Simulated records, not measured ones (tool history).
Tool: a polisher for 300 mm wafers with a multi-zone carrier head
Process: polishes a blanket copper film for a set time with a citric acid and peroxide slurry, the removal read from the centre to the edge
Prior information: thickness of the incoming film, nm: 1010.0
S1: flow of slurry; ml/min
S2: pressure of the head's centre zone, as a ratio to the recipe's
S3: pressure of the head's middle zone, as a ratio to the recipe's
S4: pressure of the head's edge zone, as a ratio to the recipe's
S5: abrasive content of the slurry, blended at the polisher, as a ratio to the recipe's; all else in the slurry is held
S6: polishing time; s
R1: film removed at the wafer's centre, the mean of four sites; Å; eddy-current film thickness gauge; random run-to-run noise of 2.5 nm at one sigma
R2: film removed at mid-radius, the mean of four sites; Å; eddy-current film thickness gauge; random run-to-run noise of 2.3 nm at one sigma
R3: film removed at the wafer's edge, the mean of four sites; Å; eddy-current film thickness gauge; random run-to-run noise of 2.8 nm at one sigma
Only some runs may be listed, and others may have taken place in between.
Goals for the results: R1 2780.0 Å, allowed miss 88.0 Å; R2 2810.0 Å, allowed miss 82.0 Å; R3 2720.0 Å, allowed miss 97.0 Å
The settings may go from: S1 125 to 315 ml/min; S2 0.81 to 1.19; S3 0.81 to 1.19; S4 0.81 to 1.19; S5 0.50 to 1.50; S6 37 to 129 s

{"run": 1, "hour": 0.0, "S1": 205, "S2": 1.0, "S3": 1.0, "S4": 1.0, "S5": 1.0, "S6": 83, "R1": 2011.8, "R2": 2033.8, "R3": 1974.0}
{"run": 2, "hour": 3.7, "S1": 210, "S2": 1.01, "S3": 1.01, "S4": 1.02, "S5": 1.05, "S6": 84, "R1": 2064.6, "R2": 2095.4, "R3": 2067.3}
{"run": 3, "hour": 12.0, "S1": 210, "S2": 1.01, "S3": 1.06, "S4": 1.02, "S5": 1.05, "S6": 84, "R1": 2051.9, "R2": 2139.7, "R3": 2008.2}
{"run": 4, "hour": 15.7, "S1": 215, "S2": 1.02, "S3": 1.07, "S4": 1.03, "S5": 1.1, "S6": 85, "R1": 2148.0, "R2": 2221.5, "R3": 2103.7}
{"run": 5, "hour": 24.3, "S1": 220, "S2": 1.03, "S3": 1.08, "S4": 1.04, "S5": 1.15, "S6": 86, "R1": 2186.6, "R2": 2285.9, "R3": 2149.2}
{"run": 6, "hour": 26.5, "S1": 225, "S2": 1.04, "S3": 1.09, "S4": 1.05, "S5": 1.2, "S6": 87, "R1": 2307.4, "R2": 2352.3, "R3": 2201.6}
{"run": 7, "hour": 31.9, "S1": 225, "S2": 1.04, "S3": 1.09, "S4": 1.05, "S5": 1.2, "S6": 87, "R1": 2270.9, "R2": 2371.7, "R3": 2180.9}
{"run": 8, "hour": 32.7, "S1": 225, "S2": 1.04, "S3": 1.09, "S4": 1.06, "S5": 1.25, "S6": 88, "R1": 2346.4, "R2": 2424.6, "R3": 2245.9}
{"run": 9, "hour": 37.4, "S1": 255, "S2": 1.05, "S3": 1.11, "S4": 1.16, "S5": 1.5, "S6": 94, "R1": 2628.7, "R2": 2770.7, "R3": 2588.3}

Which single option among these 5 for the next run brings every result within its allowed miss of target? Just one does.
{"run": "A", "hour": 42.1, "S1": 285, "S2": 1.19, "S3": 1.17, "S4": 1.09, "S5": 1.5, "S6": 86, "R1": "?", "R2": "?", "R3": "?"}
{"run": "B", "hour": 42.1, "S1": 270, "S2": 0.99, "S3": 1.08, "S4": 1.19, "S5": 1.45, "S6": 97, "R1": "?", "R2": "?", "R3": "?"}
{"run": "C", "hour": 42.1, "S1": 200, "S2": 0.92, "S3": 1.08, "S4": 1.19, "S5": 1.5, "S6": 100, "R1": "?", "R2": "?", "R3": "?"}
{"run": "D", "hour": 42.1, "S1": 305, "S2": 1.09, "S3": 1.19, "S4": 1.13, "S5": 1.5, "S6": 90, "R1": "?", "R2": "?", "R3": "?"}
{"run": "E", "hour": 42.1, "S1": 270, "S2": 1.04, "S3": 1.06, "S4": 1.11, "S5": 1.5, "S6": 99, "R1": "?", "R2": "?", "R3": "?"}

move=A R1=2754.8 R2=2692.5 R3=2363.0
move=B R1=2567.5 R2=2822.3 R3=2733.3
move=C R1=2377.4 R2=2817.0 R3=2754.4
move=D R1=2670.1 R2=2876.0 R3=2521.5
move=E R1=2766.0 R2=2859.6 R3=2731.3
A: meets the target for the result that was furthest off, but another lies outside its allowed miss
B: the biggest miss grows against the last run
C: the biggest miss grows against the last run
D: the biggest miss grows against the last run
E: hits every target within its allowed miss
Go with E: it meets all targets.
